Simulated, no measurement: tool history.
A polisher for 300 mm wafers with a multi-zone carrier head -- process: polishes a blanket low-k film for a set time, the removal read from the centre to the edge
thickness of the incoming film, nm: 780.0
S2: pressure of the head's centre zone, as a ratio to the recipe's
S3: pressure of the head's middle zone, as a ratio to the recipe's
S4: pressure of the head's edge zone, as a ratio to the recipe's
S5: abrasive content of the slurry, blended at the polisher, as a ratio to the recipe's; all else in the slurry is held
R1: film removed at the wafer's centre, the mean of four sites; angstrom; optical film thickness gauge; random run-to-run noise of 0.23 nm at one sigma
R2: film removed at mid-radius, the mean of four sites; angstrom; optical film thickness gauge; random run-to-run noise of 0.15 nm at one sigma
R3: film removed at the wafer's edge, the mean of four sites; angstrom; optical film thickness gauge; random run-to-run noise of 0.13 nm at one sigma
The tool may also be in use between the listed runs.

run 1 hour=0.0 | flow_of_slurry_(ml/min)=255 S2=1.00 S3=1.00 S4=1.00 S5=1.00 polishing_time_(s)=56 | R1=215.25 R2=230.11 R3=227.38
run 2 hour=4.6 | flow_of_slurry_(ml/min)=245 S2=1.00 S3=0.97 S4=0.98 S5=1.00 polishing_time_(s)=56 | R1=217.36 R2=224.12 R3=224.66
run 3 hour=12.6 | flow_of_slurry_(ml/min)=240 S2=1.00 S3=0.94 S4=0.97 S5=1.00 polishing_time_(s)=56 | R1=213.92 R2=216.82 R3=223.44
run 4 hour=14.3 | flow_of_slurry_(ml/min)=240 S2=1.00 S3=0.98 S4=0.97 S5=1.00 polishing_time_(s)=56 | R1=217.77 R2=221.26 R3=223.04
run 5 hour=21.3 | flow_of_slurry_(ml/min)=240 S2=1.00 S3=0.98 S4=0.97 S5=1.15 polishing_time_(s)=56 | R1=235.31 R2=245.74 R3=245.06
run 6 hour=29.7 | flow_of_slurry_(ml/min)=185 S2=1.00 S3=0.98 S4=0.97 S5=1.15 polishing_time_(s)=56 | R1=228.77 R2=236.54 R3=239.09
run 7 hour=35.2 | flow_of_slurry_(ml/min)=185 S2=1.00 S3=0.95 S4=0.95 S5=1.10 polishing_time_(s)=56 | R1=222.05 R2=225.30 R3=230.13
run 8 hour=38.8 | flow_of_slurry_(ml/min)=185 S2=1.00 S3=0.95 S4=0.95 S5=1.10 polishing_time_(s)=56 | R1=224.68 R2=223.34 R3=231.40
run 9 hour=44.7 | flow_of_slurry_(ml/min)=185 S2=1.00 S3=0.93 S4=0.93 S5=1.05 polishing_time_(s)=56 | R1=215.84 R2=218.40 R3=221.48
run 10 hour=46.1 | flow_of_slurry_(ml/min)=180 S2=1.01 S3=0.91 S4=0.93 S5=1.05 polishing_time_(s)=56 | R1=213.84 R2=212.45 R3=222.96
run 11 hour=51.0 | flow_of_slurry_(ml/min)=180 S2=1.01 S3=0.91 S4=0.93 S5=1.05 polishing_time_(s)=56 | R1=218.74 R2=212.28 R3=221.74
run 12 hour=56.3 | flow_of_slurry_(ml/min)=180 S2=1.01 S3=0.89 S4=0.92 S5=1.05 polishing_time_(s)=56 | R1=219.01 R2=210.32 R3=220.60
run 13 hour=57.1 | flow_of_slurry_(ml/min)=180 S2=1.01 S3=0.88 S4=0.92 S5=1.05 polishing_time_(s)=56 | R1=220.41 R2=209.86 R3=219.63
run 14 hour=58.9 | flow_of_slurry_(ml/min)=175 S2=1.01 S3=0.87 S4=0.92 S5=1.05 polishing_time_(s)=56 | R1=219.68 R2=207.31 R3=218.17
-- hour=62.8 worn pad replaced by a new one
run 15 hour=62.8 | flow_of_slurry_(ml/min)=170 S2=1.01 S3=0.86 S4=0.92 S5=1.05 polishing_time_(s)=56 | R1=244.95 R2=231.95 R3=250.41
run 16 hour=69.1 | flow_of_slurry_(ml/min)=165 S2=1.02 S3=0.86 S4=0.92 S5=1.00 polishing_time_(s)=56 | R1=234.75 R2=221.99 R3=240.83

Estimate the outcome of run 17 from the log above:
run 17 hour=69.8 | flow_of_slurry_(ml/min)=165 S2=1.03 S3=0.82 S4=0.85 S5=0.75 polishing_time_(s)=56 | R1=? R2=? R3=?

R1: 190.35 angstrom
R2: 168.39 angstrom
R3: 184.43 angstrom
